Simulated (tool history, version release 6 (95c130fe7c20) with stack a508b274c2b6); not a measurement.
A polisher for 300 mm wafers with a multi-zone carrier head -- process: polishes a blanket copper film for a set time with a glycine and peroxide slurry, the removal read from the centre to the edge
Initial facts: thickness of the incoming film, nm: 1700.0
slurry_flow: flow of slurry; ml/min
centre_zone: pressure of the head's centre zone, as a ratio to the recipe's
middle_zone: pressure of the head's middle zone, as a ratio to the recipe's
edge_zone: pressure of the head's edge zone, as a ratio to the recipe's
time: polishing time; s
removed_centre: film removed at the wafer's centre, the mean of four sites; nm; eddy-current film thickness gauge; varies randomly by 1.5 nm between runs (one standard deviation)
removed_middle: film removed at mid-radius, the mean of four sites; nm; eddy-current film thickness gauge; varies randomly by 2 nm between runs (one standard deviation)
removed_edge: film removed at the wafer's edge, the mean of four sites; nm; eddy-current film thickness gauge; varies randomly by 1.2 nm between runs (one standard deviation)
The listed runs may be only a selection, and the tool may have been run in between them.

run,day,slurry_flow,centre_zone,middle_zone,edge_zone,time,removed_centre,removed_middle,removed_edge
1,0,260,1,1,1,45,331.91,331.21,331.16
2,0.054,255,1,0.95,0.95,38,274.43,269.08,275.42
3,0.358,255,1.02,0.92,0.91,34,250.37,230.49,240.23
4,0.396,245,1.02,0.9,0.88,32,234.15,215.15,224.07
5,0.7,235,1.02,0.88,0.86,31,227.12,209.31,215.18
6,1.071,235,1.02,0.83,0.86,31,226.64,195.61,217.05
7,1.35,225,1.02,0.83,0.84,30,218.45,186.38,205.63
8,1.467,210,1.02,0.84,0.83,30,216.88,190.26,202.72
9,1.579,200,1.02,0.83,0.83,30,216.06,185.68,201.91
10,1.846,190,1.01,0.83,0.83,30,211.76,181.43,203.76

For run 11, what comes out?
11,2.133,190,1.01,0.84,0.82,30,?,?,?

{"run 11": {"removed_centre": 212.76, "removed_middle": 186.33, "removed_edge": 202.01}}
